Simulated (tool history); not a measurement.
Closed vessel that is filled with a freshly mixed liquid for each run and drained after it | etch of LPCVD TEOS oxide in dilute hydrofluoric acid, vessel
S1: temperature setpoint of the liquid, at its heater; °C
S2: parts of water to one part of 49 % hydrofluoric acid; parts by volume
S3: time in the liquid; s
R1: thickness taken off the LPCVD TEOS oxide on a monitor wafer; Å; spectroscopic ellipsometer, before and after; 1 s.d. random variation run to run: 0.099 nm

run    day  S1   S2  S3       R1
  1  0.000  21  115  30   84.917
  2  0.288  21   85  30  120.380
  3  0.358  24   85  30  134.330
  4  0.542  24   85  30  135.170
  5  0.633  26   85  30  145.690
  6  0.688  28   85  30  159.130

Estimate the outcome of run 7 from the log above:
  7  0.712  24  90  30   ?

Run 7 produced R1 127.460 Å.
